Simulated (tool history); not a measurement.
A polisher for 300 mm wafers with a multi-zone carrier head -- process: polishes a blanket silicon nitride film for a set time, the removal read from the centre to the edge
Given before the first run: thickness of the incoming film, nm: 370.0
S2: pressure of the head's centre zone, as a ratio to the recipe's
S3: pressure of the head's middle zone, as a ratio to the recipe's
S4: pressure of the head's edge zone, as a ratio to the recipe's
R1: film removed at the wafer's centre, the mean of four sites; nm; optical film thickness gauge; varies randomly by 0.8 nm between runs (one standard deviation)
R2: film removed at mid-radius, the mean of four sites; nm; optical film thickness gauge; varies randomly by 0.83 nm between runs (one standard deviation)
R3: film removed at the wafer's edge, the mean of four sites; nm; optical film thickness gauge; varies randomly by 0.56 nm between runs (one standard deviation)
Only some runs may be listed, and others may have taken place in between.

{"run": 1, "hour": 0.0, "flow of slurry (ml/min)": 310, "S2": 1, "S3": 1, "S4": 1, "polishing time (s)": 44, "R1": 108.33, "R2": 110.99, "R3": 110.54}
{"run": 2, "hour": 8.1, "flow of slurry (ml/min)": 310, "S2": 0.97, "S3": 1, "S4": 1, "polishing time (s)": 44, "R1": 105.22, "R2": 110.71, "R3": 109.2}
{"run": 3, "hour": 17.0, "flow of slurry (ml/min)": 310, "S2": 0.97, "S3": 0.95, "S4": 1, "polishing time (s)": 44, "R1": 106.41, "R2": 105.74, "R3": 110.48}
{"run": 4, "hour": 18.6, "flow of slurry (ml/min)": 310, "S2": 0.97, "S3": 1.03, "S4": 1, "polishing time (s)": 44, "R1": 103.21, "R2": 112.77, "R3": 108.46}
{"run": 5, "hour": 21.2, "flow of slurry (ml/min)": 305, "S2": 0.97, "S3": 1.01, "S4": 0.96, "polishing time (s)": 42, "R1": 101.25, "R2": 105.29, "R3": 102.58}
{"run": 6, "hour": 26.8, "flow of slurry (ml/min)": 345, "S2": 0.97, "S3": 1.01, "S4": 0.96, "polishing time (s)": 42, "R1": 101.05, "R2": 107.11, "R3": 104.34}
{"run": 7, "hour": 33.8, "flow of slurry (ml/min)": 345, "S2": 0.97, "S3": 1.01, "S4": 0.96, "polishing time (s)": 42, "R1": 101.19, "R2": 107.05, "R3": 102.79}
{"run": 8, "hour": 41.2, "flow of slurry (ml/min)": 340, "S2": 0.97, "S3": 0.99, "S4": 0.93, "polishing time (s)": 41, "R1": 99.121, "R2": 103.83, "R3": 98.706}
{"run": 9, "hour": 48.7, "flow of slurry (ml/min)": 330, "S2": 0.96, "S3": 0.96, "S4": 0.9, "polishing time (s)": 41, "R1": 97.558, "R2": 98.792, "R3": 97.358}

Run 10 is up next; what results do you expect?
{"run": 10, "hour": 51.9, "flow of slurry (ml/min)": 320, "S2": 0.96, "S3": 0.95, "S4": 0.88, "polishing time (s)": 41, "R1": "?", "R2": "?", "R3": "?"}

{"run 10": {"R1": 96.704, "R2": 99.003, "R3": 96.149}}

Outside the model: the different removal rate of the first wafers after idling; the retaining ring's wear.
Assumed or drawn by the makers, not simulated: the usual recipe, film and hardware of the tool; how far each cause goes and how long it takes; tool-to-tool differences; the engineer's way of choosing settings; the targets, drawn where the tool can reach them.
